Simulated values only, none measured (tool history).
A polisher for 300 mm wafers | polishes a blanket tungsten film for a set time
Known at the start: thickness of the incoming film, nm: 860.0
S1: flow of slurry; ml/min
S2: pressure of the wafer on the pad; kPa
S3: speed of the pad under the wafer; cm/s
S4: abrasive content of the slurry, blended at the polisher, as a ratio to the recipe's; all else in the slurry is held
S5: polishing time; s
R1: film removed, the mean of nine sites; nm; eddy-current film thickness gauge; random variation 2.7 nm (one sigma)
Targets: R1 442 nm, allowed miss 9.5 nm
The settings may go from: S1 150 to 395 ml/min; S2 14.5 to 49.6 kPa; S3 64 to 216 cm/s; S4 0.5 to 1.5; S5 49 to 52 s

Run 1, hour 0: S1 250 ml/min, S2 31.7 kPa, S3 140 cm/s, S4 1, S5 49 s. Result: R1 334.45 nm.
Run 2, hour 7: S1 250 ml/min, S2 35.2 kPa, S3 140 cm/s, S4 1, S5 49 s. Result: R1 372.33 nm.
Run 3, hour 9.8: S1 250 ml/min, S2 35.2 kPa, S3 140 cm/s, S4 1, S5 49 s. Result: R1 375.18 nm.
Run 4, hour 14.9: S1 250 ml/min, S2 35.2 kPa, S3 140 cm/s, S4 1, S5 49 s. Result: R1 374.38 nm.
Run 5, hour 16.5: S1 205 ml/min, S2 35.2 kPa, S3 140 cm/s, S4 1, S5 49 s. Result: R1 367.06 nm.
Run 6, hour 23.6: S1 205 ml/min, S2 28.3 kPa, S3 140 cm/s, S4 1, S5 49 s. Result: R1 298.48 nm.
Run 7, hour 27.3: S1 210 ml/min, S2 30.3 kPa, S3 140 cm/s, S4 1, S5 49 s. Result: R1 318.22 nm.
Run 8, hour 30: S1 215 ml/min, S2 32.4 kPa, S3 140 cm/s, S4 1, S5 49 s. Result: R1 340.98 nm.
Run 9, hour 31.3: S1 215 ml/min, S2 33.8 kPa, S3 140 cm/s, S4 1, S5 49 s. Result: R1 354.41 nm.
Run 10, hour 33.4: S1 215 ml/min, S2 35.2 kPa, S3 140 cm/s, S4 1, S5 49 s. Result: R1 365.27 nm.

Which of these 4 next moves meets every target?
Run A, hour 35.5: S1 185 ml/min, S2 34.5 kPa, S3 134 cm/s, S4 0.9, S5 49 s. Result: R1 ?.
Run B, hour 35.5: S1 220 ml/min, S2 40 kPa, S3 142 cm/s, S4 1, S5 51 s. Result: R1 ?.
Run C, hour 35.5: S1 260 ml/min, S2 36.5 kPa, S3 96 cm/s, S4 1, S5 49 s. Result: R1 ?.
Run D, hour 35.5: S1 245 ml/min, S2 37.2 kPa, S3 100 cm/s, S4 0.7, S5 49 s. Result: R1 ?.

move      R1
   A  331.91
   B   435.9
   C  266.81
   D  267.62
A: further off than the last run
B: meets every target
C: further off than the last run
D: further off than the last run
The right move is B.

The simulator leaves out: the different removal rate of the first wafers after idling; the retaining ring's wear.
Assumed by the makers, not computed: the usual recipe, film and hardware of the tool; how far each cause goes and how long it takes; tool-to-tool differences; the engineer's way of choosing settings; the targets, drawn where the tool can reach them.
